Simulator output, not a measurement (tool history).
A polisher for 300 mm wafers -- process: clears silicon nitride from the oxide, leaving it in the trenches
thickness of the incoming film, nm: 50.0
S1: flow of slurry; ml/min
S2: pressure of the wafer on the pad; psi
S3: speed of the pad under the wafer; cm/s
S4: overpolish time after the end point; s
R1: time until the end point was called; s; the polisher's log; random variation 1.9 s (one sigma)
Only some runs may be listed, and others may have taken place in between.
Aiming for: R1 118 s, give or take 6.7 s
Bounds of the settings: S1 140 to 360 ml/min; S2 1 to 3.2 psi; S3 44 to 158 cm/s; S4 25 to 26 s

| run | hour | S1 | S2 | S3 | S4 | R1 |
|---|---|---|---|---|---|---|
| 1 | 0 | 230 | 2.1 | 100 | 25 | 70.905 |
| 2 | 1.6 | 230 | 2.1 | 100 | 25 | 68.222 |
| 3 | 10.2 | 230 | 2.1 | 100 | 26 | 70.297 |
| 4 | 15 | 280 | 2.1 | 100 | 26 | 68.195 |
|  | 15.7 | head pressure recalibrated |
| 5 | 15.7 | 280 | 2.3 | 100 | 26 | 69.471 |
| 6 | 21.6 | 280 | 2.2 | 88 | 26 | 78.993 |
| 7 | 26.1 | 280 | 2 | 84 | 26 | 89.665 |
| 8 | 31.5 | 280 | 1.8 | 82 | 26 | 102.53 |

4 candidate next runs follow, results not yet known. Just one meets every target within its allowed miss. Identify it.
| A | 36.9 | 285 | 1.3 | 84 | 25 | ? |
| B | 36.9 | 250 | 1.4 | 78 | 26 | ? |
| C | 36.9 | 275 | 1.6 | 78 | 26 | ? |
| D | 36.9 | 205 | 2.1 | 78 | 26 | ? |

| move | R1 |
|---|---|
| A | 134.75 |
| B | 133.43 |
| C | 116.17 |
| D | 92.659 |
A: takes the biggest miss from the last run beyond its target
B: takes the biggest miss from the last run beyond its target
C: all results land within tolerance of their targets
D: moves away from the targets compared with the last run
The move that meets every target is C.
